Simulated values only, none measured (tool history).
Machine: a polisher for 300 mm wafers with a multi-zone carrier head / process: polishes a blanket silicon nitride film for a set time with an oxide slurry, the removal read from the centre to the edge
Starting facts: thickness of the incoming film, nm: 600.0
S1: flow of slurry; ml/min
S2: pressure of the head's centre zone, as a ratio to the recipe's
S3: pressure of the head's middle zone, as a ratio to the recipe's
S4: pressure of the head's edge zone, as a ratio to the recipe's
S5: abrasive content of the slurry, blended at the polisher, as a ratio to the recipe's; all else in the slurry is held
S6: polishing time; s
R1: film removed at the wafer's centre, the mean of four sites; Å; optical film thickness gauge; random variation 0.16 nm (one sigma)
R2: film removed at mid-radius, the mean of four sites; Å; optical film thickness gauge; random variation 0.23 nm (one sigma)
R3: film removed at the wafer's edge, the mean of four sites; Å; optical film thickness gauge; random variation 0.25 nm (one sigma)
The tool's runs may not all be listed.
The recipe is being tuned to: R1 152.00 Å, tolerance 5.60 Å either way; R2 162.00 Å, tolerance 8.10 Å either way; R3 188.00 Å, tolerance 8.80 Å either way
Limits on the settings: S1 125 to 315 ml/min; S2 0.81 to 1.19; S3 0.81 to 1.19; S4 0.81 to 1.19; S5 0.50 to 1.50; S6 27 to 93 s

{"run": 1, "hour": 0.0, "S1": 205, "S2": 1.0, "S3": 1.0, "S4": 1.0, "S5": 1.0, "S6": 59, "R1": 403.2, "R2": 391.2, "R3": 402.27}
{"run": 2, "hour": 6.8, "S1": 195, "S2": 0.95, "S3": 0.97, "S4": 1.0, "S5": 0.85, "S6": 51, "R1": 294.9, "R2": 304.05, "R3": 316.67}
{"run": 3, "hour": 9.5, "S1": 195, "S2": 0.95, "S3": 1.03, "S4": 1.0, "S5": 0.85, "S6": 51, "R1": 300.12, "R2": 321.65, "R3": 314.2}
{"run": 4, "hour": 11.1, "S1": 185, "S2": 0.93, "S3": 0.98, "S4": 1.0, "S5": 0.75, "S6": 46, "R1": 231.53, "R2": 254.63, "R3": 255.11}
{"run": 5, "hour": 18.2, "S1": 175, "S2": 0.92, "S3": 0.94, "S4": 1.01, "S5": 0.7, "S6": 45, "R1": 211.0, "R2": 219.43, "R3": 243.21}
{"run": 6, "hour": 25.9, "S1": 175, "S2": 0.92, "S3": 0.94, "S4": 1.09, "S5": 0.7, "S6": 45, "R1": 217.81, "R2": 227.98, "R3": 255.21}
{"run": 7, "hour": 34.4, "S1": 170, "S2": 0.9, "S3": 0.92, "S4": 1.04, "S5": 0.65, "S6": 45, "R1": 198.54, "R2": 204.33, "R3": 228.35}
{"run": 8, "hour": 36.3, "S1": 160, "S2": 0.88, "S3": 0.91, "S4": 1.04, "S5": 0.65, "S6": 45, "R1": 192.16, "R2": 206.37, "R3": 230.27}
{"run": 9, "hour": 39.7, "S1": 155, "S2": 0.87, "S3": 0.89, "S4": 1.02, "S5": 0.6, "S6": 45, "R1": 175.79, "R2": 184.75, "R3": 214.41}
{"run": 10, "hour": 46.4, "S1": 155, "S2": 0.86, "S3": 0.88, "S4": 0.99, "S5": 0.6, "S6": 45, "R1": 170.7, "R2": 185.08, "R3": 207.19}

Exercise: of the 5 proposed moves below, exactly one satisfies all targets within the stated allowed misses. Which move is it?
{"run": "A", "hour": 53.1, "S1": 180, "S2": 0.83, "S3": 0.85, "S4": 1.02, "S5": 0.6, "S6": 40, "R1": "?", "R2": "?", "R3": "?"}
{"run": "B", "hour": 53.1, "S1": 210, "S2": 0.83, "S3": 1.1, "S4": 0.81, "S5": 0.6, "S6": 40, "R1": "?", "R2": "?", "R3": "?"}
{"run": "C", "hour": 53.1, "S1": 145, "S2": 0.92, "S3": 0.81, "S4": 1.17, "S5": 0.55, "S6": 45, "R1": "?", "R2": "?", "R3": "?"}
{"run": "D", "hour": 53.1, "S1": 195, "S2": 0.83, "S3": 0.81, "S4": 0.9, "S5": 0.5, "S6": 43, "R1": "?", "R2": "?", "R3": "?"}
{"run": "E", "hour": 53.1, "S1": 165, "S2": 0.81, "S3": 1.04, "S4": 0.86, "S5": 0.6, "S6": 39, "R1": "?", "R2": "?", "R3": "?"}

move=A R1=150.00 R2=165.60 R3=196.48
move=B R1=154.24 R2=210.53 R3=179.51
move=C R1=165.35 R2=158.93 R3=212.50
move=D R1=137.33 R2=145.59 R3=169.06
move=E R1=140.51 R2=188.36 R3=174.80
A: all results land within tolerance of their targets
B: the worst result of the last run now meets its target, but another is out of spec
C: nearer the targets than the last run, but a result is still out of spec
D: takes the biggest miss from the last run beyond its target
E: takes the biggest miss from the last run beyond its target
The right move is A.

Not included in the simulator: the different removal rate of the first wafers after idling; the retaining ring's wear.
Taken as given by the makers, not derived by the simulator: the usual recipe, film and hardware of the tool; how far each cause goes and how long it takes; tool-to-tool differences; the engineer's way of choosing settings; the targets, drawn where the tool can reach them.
